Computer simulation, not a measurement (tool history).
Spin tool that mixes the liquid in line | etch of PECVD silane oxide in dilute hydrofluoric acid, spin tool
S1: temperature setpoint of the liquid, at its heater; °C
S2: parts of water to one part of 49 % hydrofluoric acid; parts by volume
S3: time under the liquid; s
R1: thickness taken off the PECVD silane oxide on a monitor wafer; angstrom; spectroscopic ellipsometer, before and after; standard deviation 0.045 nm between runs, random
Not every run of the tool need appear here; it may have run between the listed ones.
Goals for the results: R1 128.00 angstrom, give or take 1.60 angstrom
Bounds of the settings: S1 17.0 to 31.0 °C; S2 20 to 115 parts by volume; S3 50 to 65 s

run 1 hour=0.0 | S1=23.0 S2=65 S3=65 | R1=235.84
run 2 hour=6.7 | S1=23.0 S2=65 S3=50 | R1=180.55
run 3 hour=12.9 | S1=21.0 S2=65 S3=50 | R1=166.86
run 4 hour=16.9 | S1=21.0 S2=50 S3=50 | R1=220.41
run 5 hour=17.7 | S1=18.5 S2=50 S3=50 | R1=196.92
run 6 hour=25.8 | S1=18.5 S2=50 S3=50 | R1=197.99
run 7 hour=34.8 | S1=17.0 S2=75 S3=50 | R1=120.56
run 8 hour=40.7 | S1=17.5 S2=75 S3=50 | R1=123.22
run 9 hour=43.4 | S1=18.0 S2=75 S3=50 | R1=126.01
run 10 hour=47.5 | S1=18.0 S2=75 S3=50 | R1=125.71

Which one of the following 4 next-run settings gets every result inside its allowed miss? There is exactly one.
run A hour=51.6 | S1=17.0 S2=80 S3=55 | R1=?
run B hour=51.6 | S1=17.5 S2=75 S3=50 | R1=?
run C hour=51.6 | S1=18.0 S2=85 S3=60 | R1=?
run D hour=51.6 | S1=19.5 S2=85 S3=55 | R1=?

move=A R1=123.73
move=B R1=123.24
move=C R1=131.84
move=D R1=128.69
A: further off than the last run
B: further off than the last run
C: the result that was furthest off in the last run now lies on the other side of its target
D: every result lands within tolerance
D is the move that brings every result within its allowed miss.
